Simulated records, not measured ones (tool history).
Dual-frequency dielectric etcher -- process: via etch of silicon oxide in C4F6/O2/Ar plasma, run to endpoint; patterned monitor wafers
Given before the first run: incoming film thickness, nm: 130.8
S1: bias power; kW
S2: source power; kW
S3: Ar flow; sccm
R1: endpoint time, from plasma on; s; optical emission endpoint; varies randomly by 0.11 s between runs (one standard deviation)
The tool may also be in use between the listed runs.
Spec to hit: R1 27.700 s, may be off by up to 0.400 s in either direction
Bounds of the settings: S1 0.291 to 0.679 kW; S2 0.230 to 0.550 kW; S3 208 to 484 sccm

{"run": 1, "hour": 0.0, "S1": 0.485, "S2": 0.39, "S3": 346, "R1": 29.884}
{"run": 2, "hour": 3.1, "S1": 0.485, "S2": 0.39, "S3": 316, "R1": 29.779}
{"run": 3, "hour": 5.1, "S1": 0.52, "S2": 0.39, "S3": 316, "R1": 28.597}
{"run": 4, "hour": 6.3, "S1": 0.52, "S2": 0.32, "S3": 316, "R1": 30.747}
{"run": 5, "hour": 9.8, "S1": 0.52, "S2": 0.27, "S3": 316, "R1": 32.775}
{"run": 6, "hour": 16.1, "S1": 0.52, "S2": 0.24, "S3": 316, "R1": 34.96}
{"run": 7, "hour": 21.8, "S1": 0.556, "S2": 0.25, "S3": 314, "R1": 33.219}
{"run": 8, "hour": 30.7, "S1": 0.583, "S2": 0.27, "S3": 312, "R1": 31.527}
{"run": 9, "hour": 33.0, "S1": 0.604, "S2": 0.28, "S3": 311, "R1": 30.423}

5 next moves are on the table. One of them brings every result within its allowed miss. Which?
{"run": "A", "hour": 35.3, "S1": 0.679, "S2": 0.32, "S3": 240, "R1": "?"}
{"run": "B", "hour": 35.3, "S1": 0.612, "S2": 0.38, "S3": 286, "R1": "?"}
{"run": "C", "hour": 35.3, "S1": 0.567, "S2": 0.24, "S3": 368, "R1": "?"}
{"run": "D", "hour": 35.3, "S1": 0.583, "S2": 0.23, "S3": 278, "R1": "?"}
{"run": "E", "hour": 35.3, "S1": 0.665, "S2": 0.31, "S3": 289, "R1": "?"}

move=A R1=26.532
move=B R1=26.685
move=C R1=34.328
move=D R1=33.108
move=E R1=27.912
A: takes the result that was furthest off past its target
B: takes the result that was furthest off past its target
C: further off than the last run
D: further off than the last run
E: each result inside its tolerance
The right move is E.
